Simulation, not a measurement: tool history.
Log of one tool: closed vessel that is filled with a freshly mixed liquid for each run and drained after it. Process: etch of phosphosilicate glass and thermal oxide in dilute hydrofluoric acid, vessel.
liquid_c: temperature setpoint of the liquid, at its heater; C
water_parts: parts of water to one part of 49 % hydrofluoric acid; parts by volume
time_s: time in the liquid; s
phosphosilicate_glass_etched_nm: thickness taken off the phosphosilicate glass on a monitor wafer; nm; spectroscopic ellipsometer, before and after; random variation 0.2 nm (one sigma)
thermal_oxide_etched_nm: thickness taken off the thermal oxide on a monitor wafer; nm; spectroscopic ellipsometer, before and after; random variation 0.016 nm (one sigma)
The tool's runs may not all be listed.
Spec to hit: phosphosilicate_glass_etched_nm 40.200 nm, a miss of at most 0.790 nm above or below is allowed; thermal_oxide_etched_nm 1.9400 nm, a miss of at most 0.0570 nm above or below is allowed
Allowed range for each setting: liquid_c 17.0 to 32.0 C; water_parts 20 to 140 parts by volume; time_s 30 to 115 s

run	hour	liquid_c	water_parts	time_s	phosphosilicate_glass_etched_nm	thermal_oxide_etched_nm
1	0.0	24.0	75	60	87.697	4.2311
2	5.2	23.0	80	60	77.897	3.8325
3	14.2	22.5	85	60	71.828	3.4592
4	20.1	22.5	110	60	53.722	2.5990
5	23.3	22.5	125	60	46.235	2.2101
6	29.8	22.5	125	80	61.804	2.9970
7	33.3	22.0	125	80	61.043	2.9353
8	35.4	21.5	125	80	60.197	2.8582
9	41.0	20.5	135	75	49.382	2.3656
10	43.4	20.0	135	75	48.575	2.3138
11	48.3	19.0	140	70	41.502	2.0237

4 next moves are on the table. One of them brings every result within its allowed miss. Which?
A	53.2	22.0	115	50	?	?
B	53.2	17.0	140	80	?	?
C	53.2	23.5	120	50	?	?
D	53.2	20.0	140	65	?	?

move	phosphosilicate_glass_etched_nm	thermal_oxide_etched_nm
A	41.971	2.0095
B	43.858	2.0999
C	42.436	2.0318
D	40.254	1.9273
A: lands further from the targets than the last run did
B: lands further from the targets than the last run did
C: lands further from the targets than the last run did
D: every result within its allowed miss
Go with D: it meets all targets.

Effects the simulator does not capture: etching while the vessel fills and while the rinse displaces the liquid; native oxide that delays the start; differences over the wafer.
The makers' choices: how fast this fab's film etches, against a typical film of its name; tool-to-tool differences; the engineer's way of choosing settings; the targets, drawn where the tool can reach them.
